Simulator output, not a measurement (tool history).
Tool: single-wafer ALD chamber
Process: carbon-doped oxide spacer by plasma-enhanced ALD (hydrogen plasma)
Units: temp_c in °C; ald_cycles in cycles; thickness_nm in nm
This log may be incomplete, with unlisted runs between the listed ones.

Run 1, hour 0: temp_c 400 °C, ald_cycles 495 cycles. Result: thickness_nm 25.597 nm.
Run 2, hour 4.8: temp_c 399 °C, ald_cycles 518 cycles. Result: thickness_nm 26.556 nm.
Run 3, hour 12.9: temp_c 391 °C, ald_cycles 518 cycles. Result: thickness_nm 26.285 nm.
Run 4, hour 14.4: temp_c 399 °C, ald_cycles 518 cycles. Result: thickness_nm 26.545 nm.
Run 5, hour 17.6: temp_c 395 °C, ald_cycles 518 cycles. Result: thickness_nm 26.902 nm.
Run 6, hour 19.4: temp_c 386 °C, ald_cycles 518 cycles. Result: thickness_nm 26.5 nm.
Run 7, hour 27.9: temp_c 386 °C, ald_cycles 539 cycles. Result: thickness_nm 27.82 nm.
Run 8, hour 35.1: temp_c 386 °C, ald_cycles 553 cycles. Result: thickness_nm 28.336 nm.
Run 9, hour 39.4: temp_c 386 °C, ald_cycles 566 cycles. Result: thickness_nm 29.063 nm.
Run 10, hour 43.8: temp_c 386 °C, ald_cycles 576 cycles. Result: thickness_nm 29.623 nm.

What does the tool deliver on the next run?
Run 11, hour 50.3: temp_c 386 °C, ald_cycles 584 cycles. Result: thickness_nm ?.

{"run 11": {"thickness_nm": 30.105}}
